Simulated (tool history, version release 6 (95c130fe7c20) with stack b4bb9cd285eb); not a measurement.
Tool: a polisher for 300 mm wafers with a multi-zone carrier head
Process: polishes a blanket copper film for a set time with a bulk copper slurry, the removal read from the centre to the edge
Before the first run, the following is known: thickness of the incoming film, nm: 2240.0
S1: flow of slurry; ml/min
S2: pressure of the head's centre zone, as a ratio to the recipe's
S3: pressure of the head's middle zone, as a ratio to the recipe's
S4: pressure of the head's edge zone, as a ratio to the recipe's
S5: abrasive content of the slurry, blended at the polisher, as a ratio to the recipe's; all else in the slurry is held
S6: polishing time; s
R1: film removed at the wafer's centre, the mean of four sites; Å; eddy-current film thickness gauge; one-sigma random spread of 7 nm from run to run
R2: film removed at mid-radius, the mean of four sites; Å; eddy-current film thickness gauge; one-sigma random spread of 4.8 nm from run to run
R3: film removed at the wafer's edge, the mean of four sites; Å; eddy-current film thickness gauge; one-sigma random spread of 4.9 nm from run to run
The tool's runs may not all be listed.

run    day   S1    S2    S3    S4    S5  S6      R1      R2      R3
  1      0  265     1     1     1     1  33  4151.4  3601.1  3746.5
  2  0.092  270  1.02  1.01  1.02   1.1  34  4425.5  3834.1  4027.2
  3  0.383  270  1.05  1.01  1.02   1.1  34  4525.1  3955.1  4036.2
  4  0.408  270  0.99  1.01  1.02   1.1  34    4249  3907.3  3991.3
     0.442  -- centre zone pressure recalibrated
  5  0.442  270  0.99  0.97  1.02   1.1  34  3910.4  3746.9  3983.5
  6  0.554  275  1.03  0.99  1.05  1.15  34  4104.7    3866  4084.9

Estimate the outcome of run 7 from the log above:
  7  0.738  265  1.06  0.99  1.05  1.15  35   ?   ?   ?

R1: 4418 Å
R2: 3871.6 Å
R3: 4145.4 Å
